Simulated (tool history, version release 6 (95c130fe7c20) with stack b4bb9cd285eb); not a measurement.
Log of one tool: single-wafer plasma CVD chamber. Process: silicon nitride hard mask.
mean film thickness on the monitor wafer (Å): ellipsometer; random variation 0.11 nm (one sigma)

| run | day | heater temperature setpoint (K) | chamber pressure (Torr) | RF power (kW) | deposition time (s) | mean film thickness on the monitor wafer (Å) |
|---|---|---|---|---|---|---|
| 1 | 0 | 673.15 | 2.08 | 0.34 | 30.9 | 379.04 |
| 2 | 0.25 | 673.15 | 1.98 | 0.335 | 30.9 | 367.03 |
| 3 | 0.621 | 673.15 | 1.88 | 0.335 | 30.9 | 359.28 |
| 4 | 0.888 | 673.15 | 2.21 | 0.335 | 30.9 | 383.79 |
| 5 | 1.092 | 673.15 | 2.08 | 0.335 | 30.9 | 373.75 |
| 6 | 1.2 | 673.15 | 2.08 | 0.365 | 30.9 | 400.47 |

Forecast run 7:
| 7 | 1.538 | 673.15 | 1.97 | 0.36 | 30.9 | ? |

mean film thickness on the monitor wafer (Å): 387.37
